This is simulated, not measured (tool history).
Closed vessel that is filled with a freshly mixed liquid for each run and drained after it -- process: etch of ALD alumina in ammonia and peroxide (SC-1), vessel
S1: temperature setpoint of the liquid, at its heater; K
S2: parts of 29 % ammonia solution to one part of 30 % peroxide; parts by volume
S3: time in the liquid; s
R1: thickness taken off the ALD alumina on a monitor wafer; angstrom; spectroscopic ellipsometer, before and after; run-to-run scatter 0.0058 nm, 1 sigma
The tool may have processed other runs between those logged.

Run 1, hour 0: S1 326.15 K, S2 0.9 parts by volume, S3 35 s. Result: R1 35.085 angstrom.
Run 2, hour 8.7: S1 320.65 K, S2 0.9 parts by volume, S3 35 s. Result: R1 25.941 angstrom.
Run 3, hour 13: S1 320.65 K, S2 0.9 parts by volume, S3 30 s. Result: R1 22.224 angstrom.
Run 4, hour 16.1: S1 320.65 K, S2 0.6 parts by volume, S3 30 s. Result: R1 21.376 angstrom.
Run 5, hour 17.2: S1 320.65 K, S2 0.6 parts by volume, S3 30 s. Result: R1 21.447 angstrom.
Run 6, hour 21.4: S1 319.65 K, S2 0.6 parts by volume, S3 30 s. Result: R1 20.357 angstrom.
Run 7, hour 26.4: S1 319.65 K, S2 0.6 parts by volume, S3 30 s. Result: R1 20.226 angstrom.

Forecast run 8:
Run 8, hour 29.7: S1 319.15 K, S2 0.6 parts by volume, S3 30 s. Result: R1 ?.

Run 8 measured R1 19.607 angstrom.
